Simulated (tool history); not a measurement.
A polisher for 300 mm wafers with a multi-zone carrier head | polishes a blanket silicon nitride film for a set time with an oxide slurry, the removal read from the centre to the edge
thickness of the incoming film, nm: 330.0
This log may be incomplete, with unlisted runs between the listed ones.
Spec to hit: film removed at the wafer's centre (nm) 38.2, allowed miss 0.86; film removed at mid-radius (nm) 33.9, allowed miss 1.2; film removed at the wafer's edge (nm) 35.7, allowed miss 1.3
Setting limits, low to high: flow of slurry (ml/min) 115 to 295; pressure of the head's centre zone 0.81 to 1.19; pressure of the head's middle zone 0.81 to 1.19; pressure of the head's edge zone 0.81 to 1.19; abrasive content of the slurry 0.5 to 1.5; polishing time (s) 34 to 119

run  hour  flow of slurry (ml/min)  pressure of the head's centre zone  pressure of the head's middle zone  pressure of the head's edge zone  abrasive content of the slurry  polishing time (s)  film removed at the wafer's centre (nm)  film removed at mid-radius (nm)  film removed at the wafer's edge (nm)
  1     0                      190                                   1                                   1                                 1                               1                  76                                   43.144                           41.841                                 43.333
  2   3.2                      185                                   1                                0.98                              0.97                            0.95                  76                                   42.106                           40.196                                 41.769
  3   5.8                      185                                   1                                0.98                              0.97                            0.95                  58                                   32.107                           30.943                                 31.665
  4  11.4                      185                                0.94                                0.98                              0.97                            0.95                  58                                   30.483                           30.842                                 32.196
  5  12.2                      195                                0.96                                0.98                              0.99                            0.95                  58                                   31.359                           31.271                                 32.643
  6  19.6                      205                                0.98                                0.98                                 1                            0.95                  58                                   32.134                           31.339                                 33.171
  7    24                      215                                   1                                0.98                              1.01                            0.95                  58                                   33.165                           31.794                                 33.545
  8  29.7                      225                                1.01                                0.98                              1.01                            0.95                  58                                   33.455                           31.843                                 33.416
  9  36.7                      230                                1.03                                0.98                              1.02                            0.95                  58                                   34.008                           32.345                                 33.534
 10    42                      235                                1.05                                0.98                              1.03                            0.95                  58                                   35.233                           32.216                                 33.426
 11  43.1                      240                                1.06                                0.98                              1.04                            0.95                  58                                   35.384                           31.392                                 34.382
 12  51.2                      245                                1.07                                0.99                              1.04                            0.95                  58                                    35.76                           32.679                                 34.321
 13  58.2                      250                                1.08                                0.99                              1.04                            0.95                  58                                    36.74                           32.846                                 33.579
 14  64.2                      255                                1.08                                0.99                              1.05                            0.95                  58                                   36.846                           32.507                                 33.613
 15  68.9                      255                                1.08                                0.99                              1.06                            0.95                  58                                   36.456                           31.943                                 34.335
 16  74.9                      260                                1.08                                   1                              1.06                            0.95                  58                                   36.473                           33.391                                 34.363
 17  80.2                      265                                1.08                                   1                              1.07                            0.95                  58                                   36.577                            33.04                                  34.08
 18  86.4                      265                                1.08                                   1                              1.08                            0.95                  58                                   36.605                           33.049                                 35.254

Of the 4 settings listed for the next run, only one would bring every result within its allowed miss of target. Which one?
  A  92.6                      265                                1.03                                1.06                              1.12                             0.8                  60                                        ?                                ?                                      ?
  B  92.6                      280                                1.07                                0.84                              0.94                             1.2                  59                                        ?                                ?                                      ?
  C  92.6                      240                                1.12                                1.03                              1.19                             1.3                  51                                        ?                                ?                                      ?
  D  92.6                      220                                1.08                                0.99                              1.01                            0.95                  62                                        ?                                ?                                      ?

move  film removed at the wafer's centre (nm)  film removed at mid-radius (nm)  film removed at the wafer's edge (nm)
   A                                   34.489                           34.243                                 35.046
   B                                   39.968                           31.468                                 35.962
   C                                   36.408                           32.451                                 35.247
   D                                   38.406                           34.407                                 35.668
A: moves away from the targets compared with the last run
B: pushes the last run's worst result past its target
C: moves away from the targets compared with the last run
D: every result lands within tolerance
D meets every target.
